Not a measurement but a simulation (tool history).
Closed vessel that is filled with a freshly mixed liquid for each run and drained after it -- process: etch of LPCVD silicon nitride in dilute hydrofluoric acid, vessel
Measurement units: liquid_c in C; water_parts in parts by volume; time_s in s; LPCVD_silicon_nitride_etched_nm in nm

run,hour,liquid_c,water_parts,time_s,LPCVD_silicon_nitride_etched_nm
1,0,22,55,725,4.9477
2,9.5,21,55,725,4.6203
3,12.1,18.5,55,725,3.8592
4,14.7,18,55,725,3.7368
5,23.1,20.5,55,725,4.4157
6,27.3,20,55,725,4.2801
7,36.7,19.5,55,725,4.1365
8,41.9,19,55,725,4.0057
# hour 45: thermometer replaced
9,45,18.5,55,725,4.6142
10,49.4,18.5,55,725,4.5908
11,59.1,18.5,60,725,4.2286
12,61.4,18,50,695,4.6812
13,69.8,18,55,695,4.2586

Run 14 has not been measured yet. What should we expect?
14,78.5,18,60,695,?

{"run 14": {"LPCVD_silicon_nitride_etched_nm": 3.9187}}
